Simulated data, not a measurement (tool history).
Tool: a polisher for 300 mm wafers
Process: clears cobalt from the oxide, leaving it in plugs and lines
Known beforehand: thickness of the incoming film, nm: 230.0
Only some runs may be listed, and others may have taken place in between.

run  hour  flow of slurry (ml/min)  pressure of the wafer on the pad (kPa)  speed of the pad under the wafer (m/s)  overpolish time after the end point (s)  time until the end point was called (s)  dishing of a wide line in a test structure (nm)
  1     0                      195                                    13.1                                    0.92                                       18                                   54.211                                           43.018
  2     9                      195                                    11.7                                    0.92                                       18                                   59.679                                           41.013
  3   9.8                      195                                      11                                    0.92                                       20                                   63.161                                           42.281
  4  11.3                      195                                    10.3                                    0.92                                       21                                   67.271                                           43.081
  5  15.4                      195                                     8.3                                    0.92                                       21                                    82.07                                           37.424
  6  17.8                      215                                     8.3                                    0.92                                       21                                   81.887                                           37.222

Predict the results of run 7:
  7  22.3                      215                                     8.3                                    0.92                                       22                                        ?                                                ?

Logged for run 7: time until the end point was called (s) 83.003, dishing of a wide line in a test structure (nm) 36.646.
